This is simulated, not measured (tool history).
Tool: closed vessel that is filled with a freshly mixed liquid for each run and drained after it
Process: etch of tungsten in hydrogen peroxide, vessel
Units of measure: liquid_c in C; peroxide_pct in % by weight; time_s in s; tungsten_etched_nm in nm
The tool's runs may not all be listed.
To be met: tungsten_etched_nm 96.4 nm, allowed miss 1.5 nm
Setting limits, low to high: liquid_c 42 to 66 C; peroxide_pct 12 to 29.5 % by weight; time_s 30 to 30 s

run 1 day=0 | liquid_c=58 peroxide_pct=20 time_s=30 | tungsten_etched_nm=107.24
run 2 day=0.242 | liquid_c=53.5 peroxide_pct=20 time_s=30 | tungsten_etched_nm=81.489
run 3 day=0.392 | liquid_c=53.5 peroxide_pct=20 time_s=30 | tungsten_etched_nm=81.61
run 4 day=0.438 | liquid_c=53.5 peroxide_pct=20 time_s=30 | tungsten_etched_nm=81.853
run 5 day=0.633 | liquid_c=54.5 peroxide_pct=20 time_s=30 | tungsten_etched_nm=86.379
run 6 day=0.867 | liquid_c=55 peroxide_pct=20 time_s=30 | tungsten_etched_nm=89.056
run 7 day=0.979 | liquid_c=55.5 peroxide_pct=20 time_s=30 | tungsten_etched_nm=92.127
run 8 day=1.271 | liquid_c=55.5 peroxide_pct=20 time_s=30 | tungsten_etched_nm=91.899

Which single option among these 5 for the next run brings every result within its allowed miss of target? Just one does.
run A day=1.562 | liquid_c=55.5 peroxide_pct=18.5 time_s=30 | tungsten_etched_nm=?
run B day=1.562 | liquid_c=55.5 peroxide_pct=23.5 time_s=30 | tungsten_etched_nm=?
run C day=1.562 | liquid_c=57.5 peroxide_pct=15 time_s=30 | tungsten_etched_nm=?
run D day=1.562 | liquid_c=54 peroxide_pct=21 time_s=30 | tungsten_etched_nm=?
run E day=1.562 | liquid_c=57 peroxide_pct=18.5 time_s=30 | tungsten_etched_nm=?

move=A tungsten_etched_nm=88.117
move=B tungsten_etched_nm=99.313
move=C tungsten_etched_nm=89.235
move=D tungsten_etched_nm=85.884
move=E tungsten_etched_nm=96.245
A: lands further from the targets than the last run did
B: moves the result that the last run missed by most past its target, out the other side
C: lands further from the targets than the last run did
D: lands further from the targets than the last run did
E: all results in spec
Go with E: it meets all targets.
